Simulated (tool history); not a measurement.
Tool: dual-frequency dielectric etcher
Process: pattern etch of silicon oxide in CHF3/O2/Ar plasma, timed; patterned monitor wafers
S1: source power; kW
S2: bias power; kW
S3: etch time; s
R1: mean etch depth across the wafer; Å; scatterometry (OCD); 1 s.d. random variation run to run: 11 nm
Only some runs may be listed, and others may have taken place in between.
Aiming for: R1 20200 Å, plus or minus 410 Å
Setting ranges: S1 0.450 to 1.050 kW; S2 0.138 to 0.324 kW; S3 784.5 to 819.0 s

Run 1, day 0.000: S1 0.750 kW, S2 0.231 kW, S3 784.5 s. Result: R1 17180 Å.
Run 2, day 0.083: S1 0.800 kW, S2 0.235 kW, S3 785.0 s. Result: R1 17660 Å.
Run 3, day 0.258: S1 0.840 kW, S2 0.240 kW, S3 786.0 s. Result: R1 18253 Å.
Run 4, day 0.333: S1 0.840 kW, S2 0.267 kW, S3 786.0 s. Result: R1 18826 Å.
Run 5, day 0.604: S1 0.840 kW, S2 0.267 kW, S3 784.5 s. Result: R1 18861 Å.
Run 6, day 0.754: S1 0.840 kW, S2 0.243 kW, S3 784.5 s. Result: R1 18313 Å.
Run 7, day 0.962: S1 0.870 kW, S2 0.245 kW, S3 785.0 s. Result: R1 18543 Å.
Run 8, day 1.062: S1 0.870 kW, S2 0.245 kW, S3 785.0 s. Result: R1 18470 Å.
Run 9, day 1.112: S1 0.890 kW, S2 0.249 kW, S3 785.5 s. Result: R1 18773 Å.
Run 10, day 1.308: S1 0.910 kW, S2 0.252 kW, S3 786.0 s. Result: R1 19077 Å.
Run 11, day 1.525: S1 0.930 kW, S2 0.254 kW, S3 786.0 s. Result: R1 19177 Å.
Run 12, day 1.792: S1 0.950 kW, S2 0.256 kW, S3 786.5 s. Result: R1 19506 Å.

Exactly one of the 4 candidate moves below puts every result within its allowed miss. Which one?
Run A, day 2.058: S1 0.910 kW, S2 0.261 kW, S3 789.0 s. Result: R1 ?.
Run B, day 2.058: S1 0.950 kW, S2 0.213 kW, S3 792.0 s. Result: R1 ?.
Run C, day 2.058: S1 0.980 kW, S2 0.244 kW, S3 813.5 s. Result: R1 ?.
Run D, day 2.058: S1 0.850 kW, S2 0.246 kW, S3 806.5 s. Result: R1 ?.

move     R1
   A  19326
   B  18576
   C  20105
   D  18883
A: misses by more than the last run did
B: misses by more than the last run did
C: meets every target
D: misses by more than the last run did
Go with C: it meets all targets.
